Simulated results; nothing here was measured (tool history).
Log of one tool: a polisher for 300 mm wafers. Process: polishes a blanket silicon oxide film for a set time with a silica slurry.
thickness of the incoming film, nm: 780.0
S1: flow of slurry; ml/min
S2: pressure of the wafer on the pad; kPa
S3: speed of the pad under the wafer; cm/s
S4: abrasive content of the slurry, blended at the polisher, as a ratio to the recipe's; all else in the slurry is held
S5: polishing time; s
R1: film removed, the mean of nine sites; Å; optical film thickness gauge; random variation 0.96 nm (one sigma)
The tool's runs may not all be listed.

run,day,S1,S2,S3,S4,S5,R1
1,0,265,37.2,120,1,43,1810.6
2,0.283,265,42.1,120,1,43,2040.7
3,0.5,265,42.1,146,1,43,2341.8
4,0.646,265,40,146,1,43,2240.5
5,0.688,265,40,130,1,43,2030.4
6,0.775,265,38.6,130,1,43,2014.4
7,0.804,265,37.2,130,1,43,1943.6
8,1.112,265,35.9,130,1,43,1879.8
9,1.442,265,35.9,130,1,43,1897.1
10,1.533,265,34.5,130,1,43,1829.3
11,1.821,265,33.8,130,1,43,1773.5

Forecast run 12:
12,2.158,265,33.1,130,1,43,?

{"run 12": {"R1": 1770.6}}
